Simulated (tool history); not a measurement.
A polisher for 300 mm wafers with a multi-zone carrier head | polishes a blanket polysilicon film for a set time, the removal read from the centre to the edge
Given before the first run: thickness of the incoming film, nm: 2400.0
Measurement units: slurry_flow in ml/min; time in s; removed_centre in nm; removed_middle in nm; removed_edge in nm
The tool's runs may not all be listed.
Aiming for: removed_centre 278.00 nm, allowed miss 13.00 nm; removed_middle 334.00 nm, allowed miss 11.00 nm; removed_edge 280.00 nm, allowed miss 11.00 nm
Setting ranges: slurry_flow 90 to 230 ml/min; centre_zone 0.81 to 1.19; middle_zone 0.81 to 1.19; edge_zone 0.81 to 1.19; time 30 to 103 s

run    day  slurry_flow  centre_zone  middle_zone  edge_zone  time  removed_centre  removed_middle  removed_edge
  1  0.000          150         1.00         1.00       1.00    66          366.03          374.32        351.63
  2  0.133          145         0.99         1.01       0.98    65          351.27          369.77        349.10
  3  0.362          145         0.91         1.01       0.98    65          327.41          372.58        341.15
  4  0.475          145         1.00         1.01       0.98    65          365.07          369.93        348.14
  5  0.796          145         1.05         1.01       0.98    65          371.59          368.85        345.85
  6  0.967          145         1.05         1.01       0.98    71          394.86          405.31        375.24
  7  1.312          145         1.03         1.02       0.97    69          386.96          397.85        360.35
  8  1.529          145         1.01         1.02       0.96    67          370.29          382.98        349.89
  9  1.808          145         1.01         1.02       0.96    67          368.66          375.85        357.28
 10  2.017          145         1.00         1.03       0.98    65          354.14          380.16        347.23
 11  2.312          145         0.99         1.04       0.97    63          342.95          364.99        330.23
 12  2.496          145         0.98         1.05       0.96    62          324.33          369.60        326.11
 13  2.654          115         0.97         1.03       0.86    56          272.59          311.01        269.38

4 candidate next runs follow, results not yet known. Just one meets every target within its allowed miss. Identify it.
  A  2.812          135         1.01         0.96       0.85    53               ?               ?             ?
  B  2.812          125         0.97         1.03       0.89    53               ?               ?             ?
  C  2.812          125         0.98         1.12       0.84    53               ?               ?             ?
  D  2.812          105         0.93         1.07       0.81    61               ?               ?             ?

move  removed_centre  removed_middle  removed_edge
   A          285.54          287.30        260.03
   B          268.42          299.18        261.57
   C          271.38          321.35        254.74
   D          279.68          338.41        279.11
A: misses by more than the last run did
B: misses by more than the last run did
C: misses by more than the last run did
D: every result lands within tolerance
The move that meets every target is D.
